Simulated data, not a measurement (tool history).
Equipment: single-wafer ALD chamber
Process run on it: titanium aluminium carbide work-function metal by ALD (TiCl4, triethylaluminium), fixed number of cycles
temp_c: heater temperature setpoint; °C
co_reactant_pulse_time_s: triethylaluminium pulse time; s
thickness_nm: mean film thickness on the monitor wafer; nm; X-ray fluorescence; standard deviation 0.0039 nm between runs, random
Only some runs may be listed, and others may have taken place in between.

run	hour	temp_c	co_reactant_pulse_time_s	thickness_nm
1	0.0	310	8.11	1.7719
2	2.8	310	10.07	1.8993
3	3.9	310	10.99	1.9462
4	7.5	303	9.75	1.8278
5	13.4	294	9.75	1.7384
6	19.2	294	10.79	1.7815

Expected results for the next run?
7	21.5	291	9.82	?

{"run 7": {"thickness_nm": 1.7174}}

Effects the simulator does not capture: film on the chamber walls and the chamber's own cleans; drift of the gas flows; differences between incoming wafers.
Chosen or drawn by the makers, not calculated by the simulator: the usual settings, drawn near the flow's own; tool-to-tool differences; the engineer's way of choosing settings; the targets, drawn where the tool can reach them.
